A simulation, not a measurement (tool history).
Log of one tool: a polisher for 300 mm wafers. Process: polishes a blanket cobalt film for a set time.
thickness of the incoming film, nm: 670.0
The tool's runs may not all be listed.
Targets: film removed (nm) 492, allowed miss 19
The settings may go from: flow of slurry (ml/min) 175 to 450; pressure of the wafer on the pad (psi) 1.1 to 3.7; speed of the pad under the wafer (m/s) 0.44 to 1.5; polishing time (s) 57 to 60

run,hour,flow of slurry (ml/min),pressure of the wafer on the pad (psi),speed of the pad under the wafer (m/s),polishing time (s),film removed (nm)
1,0,290,2.4,0.96,57,312.27
2,4.2,290,2.4,0.86,57,284.39
3,6.6,350,2.4,0.86,57,290.46
4,12.7,350,2.7,0.86,57,320.17
5,15,350,2.9,0.88,57,348.77
6,22.6,350,3.4,0.88,57,401.3
7,25.9,350,3.5,0.9,57,420.42
8,33.3,350,3.6,0.92,57,447.52
9,37.4,350,3.6,0.94,57,448.19
10,42,350,3.6,0.96,57,454.06

5 next moves are on the table. One of them brings every result within its allowed miss. Which?
A,46.6,255,3.7,1.02,57,?
B,46.6,330,3.5,0.96,57,?
C,46.6,375,3.6,0.88,58,?
D,46.6,320,3.3,0.98,60,?
E,46.6,370,3.5,0.92,59,?

move,film removed (nm)
A,493.53
B,454.2
C,443.62
D,459.66
E,456.65
A: meets every target
B: as far off as the last run
C: further off than the last run
D: nearer than the last run, and not there yet
E: nearer than the last run, and not there yet
The right move is A.
